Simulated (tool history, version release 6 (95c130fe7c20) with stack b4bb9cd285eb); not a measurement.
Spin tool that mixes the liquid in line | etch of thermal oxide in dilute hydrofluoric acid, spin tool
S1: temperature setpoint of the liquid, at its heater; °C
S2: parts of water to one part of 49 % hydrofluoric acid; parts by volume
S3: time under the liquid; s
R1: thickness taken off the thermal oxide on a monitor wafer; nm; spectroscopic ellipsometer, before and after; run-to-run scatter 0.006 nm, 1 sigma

run,hour,S1,S2,S3,R1
1,0.0,26.0,185,85,1.9820
2,2.7,26.0,145,85,2.6403
3,6.8,26.0,100,85,4.0832
4,12.8,24.5,125,85,2.9559
5,20.8,28.0,125,85,3.4080
6,26.6,26.5,150,85,2.6164

Run 7 comes next. What will it give?
7,28.0,25.0,170,85,?

R1: 2.1292 nm

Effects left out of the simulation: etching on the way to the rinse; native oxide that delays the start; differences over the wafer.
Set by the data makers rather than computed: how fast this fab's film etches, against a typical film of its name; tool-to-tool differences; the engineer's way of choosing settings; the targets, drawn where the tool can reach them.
